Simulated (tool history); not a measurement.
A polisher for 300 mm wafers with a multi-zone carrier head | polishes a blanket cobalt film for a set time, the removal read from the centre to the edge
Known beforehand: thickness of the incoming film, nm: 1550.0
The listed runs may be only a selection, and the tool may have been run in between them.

run	hour	flow of slurry (ml/min)	pressure of the head's centre zone	pressure of the head's middle zone	pressure of the head's edge zone	polishing time (s)	film removed at the wafer's centre (Å)	film removed at mid-radius (Å)	film removed at the wafer's edge (Å)
1	0	255	1	1	1	69	2905	2929.9	2736.9
2	3.6	260	1.01	1.01	1.05	75	3179.8	3214.7	3045.8
3	8.2	260	1.05	1.01	1.05	75	3268.2	3146.1	3081.5
4	12.8	260	1.05	1.01	1.05	68	2967.1	2909.6	2797.2
5	17.1	260	1.05	1.01	0.97	68	2932.9	2819.4	2697.7
6	25.7	305	1.05	1.01	0.97	68	2997.4	2936.5	2666.6
# hour 31.1: edge zone pressure recalibrated
7	31.1	270	1.06	1.04	1.03	74	3250.1	3221.7	3115.7

For run 8, what comes out?
8	39	295	1.09	1.07	1.06	76	?	?	?

film removed at the wafer's centre (Å): 3434
film removed at mid-radius (Å): 3360.7
film removed at the wafer's edge (Å): 3256

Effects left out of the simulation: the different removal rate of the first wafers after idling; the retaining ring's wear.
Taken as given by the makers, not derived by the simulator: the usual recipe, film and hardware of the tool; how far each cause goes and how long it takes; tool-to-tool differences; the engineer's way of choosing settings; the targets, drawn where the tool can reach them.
